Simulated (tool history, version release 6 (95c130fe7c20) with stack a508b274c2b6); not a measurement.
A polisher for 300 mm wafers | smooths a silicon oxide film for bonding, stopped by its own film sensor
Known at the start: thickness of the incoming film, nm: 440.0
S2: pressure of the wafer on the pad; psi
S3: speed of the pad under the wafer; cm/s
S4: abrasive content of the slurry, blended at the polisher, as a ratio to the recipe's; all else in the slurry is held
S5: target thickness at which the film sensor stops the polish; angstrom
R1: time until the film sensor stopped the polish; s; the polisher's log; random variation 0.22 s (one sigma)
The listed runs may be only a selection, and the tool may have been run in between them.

Run 1, hour 0.0: flow of slurry (ml/min) 205, S2 2.3 psi, S3 70 cm/s, S4 1.0, S5 4170 angstrom. Result: R1 39.550 s.
Run 2, hour 0.9: flow of slurry (ml/min) 205, S2 2.7 psi, S3 70 cm/s, S4 1.0, S5 4170 angstrom. Result: R1 33.115 s.
Run 3, hour 4.9: flow of slurry (ml/min) 205, S2 2.7 psi, S3 56 cm/s, S4 1.0, S5 4170 angstrom. Result: R1 37.881 s.
Run 4, hour 13.5: flow of slurry (ml/min) 205, S2 2.7 psi, S3 56 cm/s, S4 0.9, S5 4170 angstrom. Result: R1 38.542 s.
Run 5, hour 17.3: flow of slurry (ml/min) 210, S2 3.0 psi, S3 60 cm/s, S4 0.9, S5 4170 angstrom. Result: R1 33.323 s.
Run 6, hour 22.1: flow of slurry (ml/min) 210, S2 3.0 psi, S3 60 cm/s, S4 0.9, S5 4170 angstrom. Result: R1 33.473 s.
Run 7, hour 27.3: flow of slurry (ml/min) 210, S2 3.2 psi, S3 66 cm/s, S4 0.9, S5 4170 angstrom. Result: R1 30.130 s.

Run 8 comes next. What will it give?
Run 8, hour 29.9: flow of slurry (ml/min) 210, S2 3.3 psi, S3 72 cm/s, S4 0.9, S5 4170 angstrom. Result: R1 ?.

{"run 8": {"R1": 27.682}}
